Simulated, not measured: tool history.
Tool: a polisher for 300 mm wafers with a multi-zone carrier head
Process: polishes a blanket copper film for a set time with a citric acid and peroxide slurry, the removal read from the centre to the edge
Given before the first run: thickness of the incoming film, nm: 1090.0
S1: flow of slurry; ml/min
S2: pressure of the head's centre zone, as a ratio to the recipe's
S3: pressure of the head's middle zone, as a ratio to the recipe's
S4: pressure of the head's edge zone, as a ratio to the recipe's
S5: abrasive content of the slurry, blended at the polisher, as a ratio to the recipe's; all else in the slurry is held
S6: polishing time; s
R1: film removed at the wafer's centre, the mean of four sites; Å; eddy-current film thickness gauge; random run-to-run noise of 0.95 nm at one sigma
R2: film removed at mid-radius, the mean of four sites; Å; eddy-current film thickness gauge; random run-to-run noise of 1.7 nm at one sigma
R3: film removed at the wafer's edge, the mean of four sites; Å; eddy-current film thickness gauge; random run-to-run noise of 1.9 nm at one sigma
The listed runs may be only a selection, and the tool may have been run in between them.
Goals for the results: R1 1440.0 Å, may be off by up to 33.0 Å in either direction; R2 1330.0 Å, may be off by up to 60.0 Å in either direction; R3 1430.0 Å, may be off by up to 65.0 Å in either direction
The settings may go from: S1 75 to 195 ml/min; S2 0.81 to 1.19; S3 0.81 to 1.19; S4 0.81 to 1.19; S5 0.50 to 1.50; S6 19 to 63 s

Run 1, hour 0.0: S1 125 ml/min, S2 1.00, S3 1.00, S4 1.00, S5 1.00, S6 41 s. Result: R1 1024.5 Å, R2 1048.0 Å, R3 1034.0 Å.
Run 2, hour 6.4: S1 125 ml/min, S2 1.00, S3 1.00, S4 1.00, S5 1.15, S6 41 s. Result: R1 1078.3 Å, R2 1079.2 Å, R3 1075.5 Å.
Run 3, hour 13.1: S1 125 ml/min, S2 1.00, S3 1.00, S4 1.07, S5 1.15, S6 41 s. Result: R1 1086.9 Å, R2 1075.5 Å, R3 1109.3 Å.
Run 4, hour 21.9: S1 125 ml/min, S2 1.00, S3 1.00, S4 1.07, S5 1.05, S6 41 s. Result: R1 1041.7 Å, R2 1050.4 Å, R3 1072.2 Å.
Run 5, hour 26.9: S1 125 ml/min, S2 1.00, S3 1.00, S4 1.07, S5 1.05, S6 45 s. Result: R1 1162.1 Å, R2 1126.3 Å, R3 1153.3 Å.
Run 6, hour 31.6: S1 125 ml/min, S2 1.00, S3 1.00, S4 1.07, S5 1.25, S6 45 s. Result: R1 1227.9 Å, R2 1203.7 Å, R3 1246.1 Å.
Run 7, hour 32.2: S1 135 ml/min, S2 1.00, S3 1.00, S4 1.08, S5 1.25, S6 45 s. Result: R1 1254.5 Å, R2 1250.7 Å, R3 1244.7 Å.
Run 8, hour 40.6: S1 135 ml/min, S2 1.00, S3 0.99, S4 1.10, S5 1.30, S6 45 s. Result: R1 1251.5 Å, R2 1231.8 Å, R3 1289.1 Å.
Run 9, hour 42.7: S1 140 ml/min, S2 1.01, S3 0.98, S4 1.11, S5 1.30, S6 45 s. Result: R1 1283.9 Å, R2 1212.5 Å, R3 1296.5 Å.
Run 10, hour 44.2: S1 145 ml/min, S2 1.01, S3 0.98, S4 1.12, S5 1.30, S6 45 s. Result: R1 1288.9 Å, R2 1249.6 Å, R3 1304.7 Å.
Run 11, hour 49.7: S1 150 ml/min, S2 1.02, S3 0.97, S4 1.13, S5 1.30, S6 45 s. Result: R1 1331.8 Å, R2 1238.1 Å, R3 1310.8 Å.
Run 12, hour 53.0: S1 155 ml/min, S2 1.02, S3 0.97, S4 1.14, S5 1.35, S6 45 s. Result: R1 1355.1 Å, R2 1276.2 Å, R3 1353.1 Å.
Run 13, hour 56.2: S1 160 ml/min, S2 1.02, S3 0.97, S4 1.15, S5 1.35, S6 45 s. Result: R1 1358.3 Å, R2 1301.0 Å, R3 1335.6 Å.
Run 14, hour 57.0: S1 160 ml/min, S2 1.02, S3 0.97, S4 1.16, S5 1.35, S6 45 s. Result: R1 1347.5 Å, R2 1295.1 Å, R3 1363.0 Å.
Run 15, hour 59.3: S1 165 ml/min, S2 1.02, S3 0.97, S4 1.16, S5 1.35, S6 45 s. Result: R1 1359.4 Å, R2 1290.2 Å, R3 1379.6 Å.

Next run, 5 choices. One meets every target within its allowed miss, the rest don't. Which?
Run A, hour 61.6: S1 185 ml/min, S2 1.14, S3 1.17, S4 0.97, S5 1.35, S6 44 s. Result: R1 ?, R2 ?, R3 ?.
Run B, hour 61.6: S1 165 ml/min, S2 0.93, S3 1.02, S4 1.15, S5 1.30, S6 45 s. Result: R1 ?, R2 ?, R3 ?.
Run C, hour 61.6: S1 175 ml/min, S2 1.07, S3 1.09, S4 1.02, S5 1.30, S6 46 s. Result: R1 ?, R2 ?, R3 ?.
Run D, hour 61.6: S1 180 ml/min, S2 1.06, S3 1.11, S4 1.02, S5 1.40, S6 45 s. Result: R1 ?, R2 ?, R3 ?.
Run E, hour 61.6: S1 135 ml/min, S2 1.06, S3 0.97, S4 1.16, S5 1.20, S6 50 s. Result: R1 ?, R2 ?, R3 ?.

move      R1      R2      R3
   A  1493.0  1483.0  1227.9
   B  1239.7  1324.8  1334.0
   C  1445.3  1438.5  1292.7
   D  1441.7  1465.9  1297.2
   E  1433.9  1327.3  1411.6
A: the result that was furthest off in the last run now lies on the other side of its target
B: the biggest miss grows against the last run
C: meets the target for the result that was furthest off, but another lies outside its allowed miss
D: meets the target for the result that was furthest off, but another lies outside its allowed miss
E: every result lands within tolerance
E meets every target.
